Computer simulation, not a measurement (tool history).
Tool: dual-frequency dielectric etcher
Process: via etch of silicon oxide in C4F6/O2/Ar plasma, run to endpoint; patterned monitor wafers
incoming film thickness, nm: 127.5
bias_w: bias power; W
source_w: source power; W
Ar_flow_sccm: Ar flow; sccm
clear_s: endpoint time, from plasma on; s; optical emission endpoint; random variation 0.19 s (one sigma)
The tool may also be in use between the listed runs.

{"run": 1, "hour": 0.0, "bias_w": 443, "source_w": 320, "Ar_flow_sccm": 306, "clear_s": 31.076}
{"run": 2, "hour": 1.0, "bias_w": 476, "source_w": 320, "Ar_flow_sccm": 306, "clear_s": 30.797}
{"run": 3, "hour": 1.6, "bias_w": 536, "source_w": 320, "Ar_flow_sccm": 306, "clear_s": 29.401}
{"run": 4, "hour": 3.8, "bias_w": 536, "source_w": 270, "Ar_flow_sccm": 306, "clear_s": 32.008}
{"run": 5, "hour": 12.3, "bias_w": 536, "source_w": 220, "Ar_flow_sccm": 306, "clear_s": 35.132}
{"run": 6, "hour": 13.6, "bias_w": 591, "source_w": 220, "Ar_flow_sccm": 306, "clear_s": 34.408}

Run 7 comes next. What will it give?
{"run": 7, "hour": 20.6, "bias_w": 596, "source_w": 240, "Ar_flow_sccm": 302, "clear_s": "?"}

{"run 7": {"clear_s": 32.508}}

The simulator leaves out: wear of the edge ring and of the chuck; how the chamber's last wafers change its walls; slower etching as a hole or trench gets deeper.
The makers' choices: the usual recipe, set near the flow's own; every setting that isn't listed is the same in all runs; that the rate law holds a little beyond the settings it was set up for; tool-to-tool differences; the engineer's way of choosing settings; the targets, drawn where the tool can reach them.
